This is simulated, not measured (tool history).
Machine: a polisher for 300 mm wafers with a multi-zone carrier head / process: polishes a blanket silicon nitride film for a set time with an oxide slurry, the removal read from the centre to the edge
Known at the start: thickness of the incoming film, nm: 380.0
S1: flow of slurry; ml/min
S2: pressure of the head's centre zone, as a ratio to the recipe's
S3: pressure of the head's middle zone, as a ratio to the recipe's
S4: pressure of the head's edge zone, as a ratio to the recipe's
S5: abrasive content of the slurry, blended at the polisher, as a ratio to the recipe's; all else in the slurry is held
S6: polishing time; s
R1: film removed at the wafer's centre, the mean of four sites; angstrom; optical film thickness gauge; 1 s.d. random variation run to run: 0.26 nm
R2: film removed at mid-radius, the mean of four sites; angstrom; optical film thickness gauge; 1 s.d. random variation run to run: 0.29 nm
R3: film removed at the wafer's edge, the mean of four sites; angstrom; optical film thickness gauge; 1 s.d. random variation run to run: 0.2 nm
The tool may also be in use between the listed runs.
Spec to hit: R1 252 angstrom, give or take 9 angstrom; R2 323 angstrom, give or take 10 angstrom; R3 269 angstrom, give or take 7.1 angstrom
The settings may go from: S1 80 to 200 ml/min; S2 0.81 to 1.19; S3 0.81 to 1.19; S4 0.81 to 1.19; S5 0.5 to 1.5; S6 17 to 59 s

| run | hour | S1 | S2 | S3 | S4 | S5 | S6 | R1 | R2 | R3 |
|---|---|---|---|---|---|---|---|---|---|---|
| 1 | 0 | 130 | 1 | 1 | 1 | 1 | 38 | 241.53 | 238.96 | 242.53 |
| 2 | 2.1 | 130 | 0.92 | 1 | 1 | 1 | 38 | 224.7 | 242.45 | 241.63 |
| 3 | 5.4 | 130 | 0.92 | 1 | 0.93 | 1 | 38 | 223.46 | 241.67 | 232.73 |
| 4 | 11.5 | 130 | 0.92 | 1 | 0.93 | 1 | 29 | 169.99 | 183.11 | 177.56 |
| 5 | 20.1 | 135 | 0.92 | 1.02 | 0.94 | 1.05 | 29 | 173.76 | 191.3 | 185.6 |
| 6 | 22.7 | 140 | 0.92 | 1.04 | 0.93 | 1.1 | 29 | 180.19 | 199.15 | 189.79 |
| 7 | 29.6 | 145 | 0.91 | 1.06 | 0.92 | 1.15 | 30 | 184.21 | 213.49 | 197.43 |
| 8 | 32.2 | 150 | 0.91 | 1.07 | 0.92 | 1.2 | 30 | 190.83 | 222.84 | 203.81 |
| 9 | 40.4 | 155 | 0.91 | 1.08 | 0.92 | 1.25 | 30 | 196.11 | 228.37 | 206 |
| 10 | 48.1 | 160 | 0.91 | 1.09 | 0.93 | 1.3 | 30 | 201.87 | 235.68 | 212.67 |
| 11 | 50.8 | 160 | 0.91 | 1.09 | 0.93 | 1.3 | 30 | 199.75 | 235.19 | 209.48 |

Pick the move, out of 5, that brings all results within their allowed miss; only one does.
| A | 53.5 | 160 | 0.88 | 1.13 | 0.88 | 1.25 | 40 | ? | ? | ? |
| B | 53.5 | 200 | 0.84 | 1.19 | 0.94 | 1.5 | 38 | ? | ? | ? |
| C | 53.5 | 130 | 0.93 | 0.98 | 1.07 | 1.3 | 41 | ? | ? | ? |
| D | 53.5 | 130 | 0.97 | 1.03 | 0.99 | 1.2 | 43 | ? | ? | ? |
| E | 53.5 | 155 | 0.93 | 0.96 | 0.92 | 1.05 | 29 | ? | ? | ? |

| move | R1 | R2 | R3 |
|---|---|---|---|
| A | 255.79 | 319.62 | 274.13 |
| B | 258.2 | 351.84 | 294.3 |
| C | 267.39 | 281.74 | 303.89 |
| D | 284.03 | 299.02 | 297.53 |
| E | 181.7 | 187.27 | 189.08 |
A: every result within its allowed miss
B: moves the result that the last run missed by most past its target, out the other side
C: nearer the targets than the last run, but a result is still out of spec
D: nearer the targets than the last run, but a result is still out of spec
E: the biggest miss grows against the last run
Answer: A

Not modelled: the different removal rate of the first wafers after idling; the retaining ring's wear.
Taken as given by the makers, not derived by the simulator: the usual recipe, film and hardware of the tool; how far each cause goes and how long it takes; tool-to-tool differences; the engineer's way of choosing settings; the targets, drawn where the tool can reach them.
